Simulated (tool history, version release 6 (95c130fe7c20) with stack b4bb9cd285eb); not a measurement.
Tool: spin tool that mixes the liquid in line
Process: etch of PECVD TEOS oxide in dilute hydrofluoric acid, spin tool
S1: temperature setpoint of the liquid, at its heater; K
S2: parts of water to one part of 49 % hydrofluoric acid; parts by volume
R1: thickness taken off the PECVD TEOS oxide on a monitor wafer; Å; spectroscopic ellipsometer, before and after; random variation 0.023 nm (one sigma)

run 1 day=0 | S1=296.15 S2=60 time_under_the_liquid_(s)=20 | R1=69.169
run 2 day=0.05 | S1=296.15 S2=60 time_under_the_liquid_(s)=20 | R1=67.907
run 3 day=0.354 | S1=295.65 S2=65 time_under_the_liquid_(s)=20 | R1=60.587
run 4 day=0.433 | S1=293.65 S2=65 time_under_the_liquid_(s)=20 | R1=56.926
run 5 day=0.733 | S1=293.15 S2=70 time_under_the_liquid_(s)=20 | R1=51.305
run 6 day=0.792 | S1=291.65 S2=70 time_under_the_liquid_(s)=20 | R1=48.599
run 7 day=0.992 | S1=291.65 S2=70 time_under_the_liquid_(s)=20 | R1=48.404

Run 8 comes next. What will it give?
run 8 day=1.054 | S1=290.65 S2=85 time_under_the_liquid_(s)=20 | R1=?

R1: 37.172 Å

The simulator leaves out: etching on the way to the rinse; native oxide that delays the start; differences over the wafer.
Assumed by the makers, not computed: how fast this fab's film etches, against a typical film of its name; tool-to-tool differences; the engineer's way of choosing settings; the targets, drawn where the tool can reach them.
